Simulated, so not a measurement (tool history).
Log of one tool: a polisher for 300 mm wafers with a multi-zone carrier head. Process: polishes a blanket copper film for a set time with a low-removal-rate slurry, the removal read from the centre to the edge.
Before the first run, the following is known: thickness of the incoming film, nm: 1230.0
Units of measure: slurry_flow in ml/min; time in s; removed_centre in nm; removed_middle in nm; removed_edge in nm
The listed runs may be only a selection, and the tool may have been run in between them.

Run 1, day 0.000: slurry_flow 275 ml/min, centre_zone 1.00, middle_zone 1.00, edge_zone 1.00, slurry_solids 1.00, time 61 s. Result: removed_centre 179.900 nm, removed_middle 176.31 nm, removed_edge 187.22 nm.
Run 2, day 0.317: slurry_flow 275 ml/min, centre_zone 1.00, middle_zone 1.00, edge_zone 1.00, slurry_solids 1.00, time 48 s. Result: removed_centre 138.840 nm, removed_middle 139.86 nm, removed_edge 147.89 nm.
Run 3, day 0.692: slurry_flow 270 ml/min, centre_zone 0.98, middle_zone 1.00, edge_zone 0.97, slurry_solids 0.90, time 44 s. Result: removed_centre 125.470 nm, removed_middle 125.26 nm, removed_edge 130.10 nm.
Run 4, day 0.879: slurry_flow 260 ml/min, centre_zone 0.94, middle_zone 1.01, edge_zone 0.96, slurry_solids 0.80, time 42 s. Result: removed_centre 108.890 nm, removed_middle 117.99 nm, removed_edge 120.03 nm.
Run 5, day 0.933: slurry_flow 260 ml/min, centre_zone 0.94, middle_zone 1.01, edge_zone 0.96, slurry_solids 0.95, time 42 s. Result: removed_centre 113.200 nm, removed_middle 123.53 nm, removed_edge 122.31 nm.
Run 6, day 1.308: slurry_flow 260 ml/min, centre_zone 0.94, middle_zone 1.06, edge_zone 0.96, slurry_solids 0.95, time 42 s. Result: removed_centre 112.130 nm, removed_middle 127.02 nm, removed_edge 123.88 nm.
Run 7, day 1.571: slurry_flow 250 ml/min, centre_zone 0.91, middle_zone 1.03, edge_zone 0.93, slurry_solids 0.85, time 41 s. Result: removed_centre 103.740 nm, removed_middle 116.10 nm, removed_edge 115.73 nm.
Run 8, day 1.688: slurry_flow 250 ml/min, centre_zone 0.90, middle_zone 1.03, edge_zone 0.91, slurry_solids 0.75, time 40 s. Result: removed_centre 98.830 nm, removed_middle 108.72 nm, removed_edge 109.58 nm.
Run 9, day 1.771: slurry_flow 245 ml/min, centre_zone 0.89, middle_zone 1.04, edge_zone 0.89, slurry_solids 0.70, time 39 s. Result: removed_centre 91.883 nm, removed_middle 107.94 nm, removed_edge 102.90 nm.

Predict the results of run 10:
Run 10, day 2.096: slurry_flow 240 ml/min, centre_zone 0.88, middle_zone 1.02, edge_zone 0.87, slurry_solids 0.65, time 39 s. Result: removed_centre ?, removed_middle ?, removed_edge ?.

Run 10 yielded removed_centre 90.877 nm, removed_middle 103.20 nm, removed_edge 100.97 nm.
